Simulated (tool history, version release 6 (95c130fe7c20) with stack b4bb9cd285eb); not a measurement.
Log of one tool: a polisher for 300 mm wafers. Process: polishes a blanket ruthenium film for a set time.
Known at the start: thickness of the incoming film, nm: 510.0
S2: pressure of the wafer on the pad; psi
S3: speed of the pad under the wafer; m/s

{"run": 1, "day": 0.0, "flow of slurry (ml/min)": 260, "S2": 1.5, "S3": 1.2, "polishing time (s)": 103, "film removed (Å)": 914.75}
{"run": 2, "day": 0.229, "flow of slurry (ml/min)": 260, "S2": 1.5, "S3": 1.4, "polishing time (s)": 103, "film removed (Å)": 1084.4}
{"run": 3, "day": 0.504, "flow of slurry (ml/min)": 260, "S2": 1.5, "S3": 1.4, "polishing time (s)": 103, "film removed (Å)": 1074.7}
{"run": 4, "day": 0.788, "flow of slurry (ml/min)": 260, "S2": 1.3, "S3": 1.34, "polishing time (s)": 103, "film removed (Å)": 887.71}
{"run": 5, "day": 0.888, "flow of slurry (ml/min)": 260, "S2": 1.1, "S3": 1.32, "polishing time (s)": 103, "film removed (Å)": 749.31}
{"run": 6, "day": 1.092, "flow of slurry (ml/min)": 260, "S2": 1.1, "S3": 1.32, "polishing time (s)": 109, "film removed (Å)": 788.55}
{"run": 7, "day": 1.162, "flow of slurry (ml/min)": 260, "S2": 1.1, "S3": 1.32, "polishing time (s)": 109, "film removed (Å)": 813.8}
{"run": 8, "day": 1.362, "flow of slurry (ml/min)": 260, "S2": 1.1, "S3": 1.32, "polishing time (s)": 109, "film removed (Å)": 816.92}
{"run": 9, "day": 1.517, "flow of slurry (ml/min)": 260, "S2": 0.7, "S3": 1.1, "polishing time (s)": 108, "film removed (Å)": 438.26}

Forecast run 10:
{"run": 10, "day": 1.646, "flow of slurry (ml/min)": 260, "S2": 0.8, "S3": 1.1, "polishing time (s)": 108, "film removed (Å)": "?"}

film removed (Å): 490.22

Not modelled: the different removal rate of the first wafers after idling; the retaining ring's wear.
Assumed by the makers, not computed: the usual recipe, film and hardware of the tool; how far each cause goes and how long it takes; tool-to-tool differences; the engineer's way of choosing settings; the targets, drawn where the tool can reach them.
